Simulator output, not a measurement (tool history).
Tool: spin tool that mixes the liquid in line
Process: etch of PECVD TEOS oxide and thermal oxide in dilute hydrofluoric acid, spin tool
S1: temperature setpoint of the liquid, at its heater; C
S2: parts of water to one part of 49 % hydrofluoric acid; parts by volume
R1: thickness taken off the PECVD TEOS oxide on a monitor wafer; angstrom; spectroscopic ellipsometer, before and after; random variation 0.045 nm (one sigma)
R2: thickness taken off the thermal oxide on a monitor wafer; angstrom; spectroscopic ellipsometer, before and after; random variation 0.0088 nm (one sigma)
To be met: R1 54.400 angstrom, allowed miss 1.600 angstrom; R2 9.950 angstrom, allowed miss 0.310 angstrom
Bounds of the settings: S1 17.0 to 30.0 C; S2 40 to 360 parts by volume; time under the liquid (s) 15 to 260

run 1 day=0.000 | S1=22.0 S2=200 time_under_the_liquid_(s)=130 | R1=144.170 R2=26.320
run 2 day=0.079 | S1=22.0 S2=170 time_under_the_liquid_(s)=130 | R1=172.330 R2=31.165
run 3 day=0.383 | S1=21.5 S2=190 time_under_the_liquid_(s)=130 | R1=149.190 R2=27.251
run 4 day=0.708 | S1=21.0 S2=205 time_under_the_liquid_(s)=130 | R1=133.450 R2=24.708
run 5 day=1.042 | S1=21.0 S2=205 time_under_the_liquid_(s)=95 | R1=97.699 R2=17.644
run 6 day=1.258 | S1=21.0 S2=205 time_under_the_liquid_(s)=130 | R1=132.520 R2=24.199
run 7 day=1.588 | S1=20.5 S2=220 time_under_the_liquid_(s)=130 | R1=121.280 R2=22.201
run 8 day=1.650 | S1=20.0 S2=235 time_under_the_liquid_(s)=130 | R1=109.280 R2=20.021
run 9 day=1.696 | S1=19.5 S2=250 time_under_the_liquid_(s)=130 | R1=99.371 R2=18.356
run 10 day=1.992 | S1=19.5 S2=260 time_under_the_liquid_(s)=130 | R1=93.558 R2=17.066
run 11 day=2.362 | S1=19.0 S2=270 time_under_the_liquid_(s)=130 | R1=88.682 R2=16.115
run 12 day=2.617 | S1=19.0 S2=280 time_under_the_liquid_(s)=130 | R1=84.706 R2=15.168
run 13 day=2.958 | S1=19.0 S2=290 time_under_the_liquid_(s)=130 | R1=81.161 R2=14.711
run 14 day=3.171 | S1=19.0 S2=300 time_under_the_liquid_(s)=130 | R1=76.970 R2=14.353
run 15 day=3.429 | S1=19.0 S2=305 time_under_the_liquid_(s)=130 | R1=75.949 R2=13.680
run 16 day=3.588 | S1=19.0 S2=305 time_under_the_liquid_(s)=130 | R1=76.213 R2=13.863
run 17 day=3.962 | S1=19.0 S2=310 time_under_the_liquid_(s)=130 | R1=74.071 R2=13.583
run 18 day=4.008 | S1=19.0 S2=315 time_under_the_liquid_(s)=130 | R1=72.957 R2=13.003
run 19 day=4.150 | S1=19.0 S2=320 time_under_the_liquid_(s)=130 | R1=71.742 R2=12.833
run 20 day=4.446 | S1=17.0 S2=360 time_under_the_liquid_(s)=130 | R1=57.475 R2=10.338

4 next moves are on the table. One of them brings every result within its allowed miss. Which?
run A day=4.742 | S1=17.0 S2=345 time_under_the_liquid_(s)=125 | R1=? R2=?
run B day=4.742 | S1=17.0 S2=360 time_under_the_liquid_(s)=125 | R1=? R2=?
run C day=4.742 | S1=18.0 S2=360 time_under_the_liquid_(s)=130 | R1=? R2=?
run D day=4.742 | S1=18.5 S2=295 time_under_the_liquid_(s)=100 | R1=? R2=?

move=A R1=57.369 R2=10.639
move=B R1=54.321 R2=10.074
move=C R1=58.597 R2=10.867
move=D R1=59.174 R2=10.974
A: further off than the last run
B: meets every target
C: further off than the last run
D: further off than the last run
Answer: B
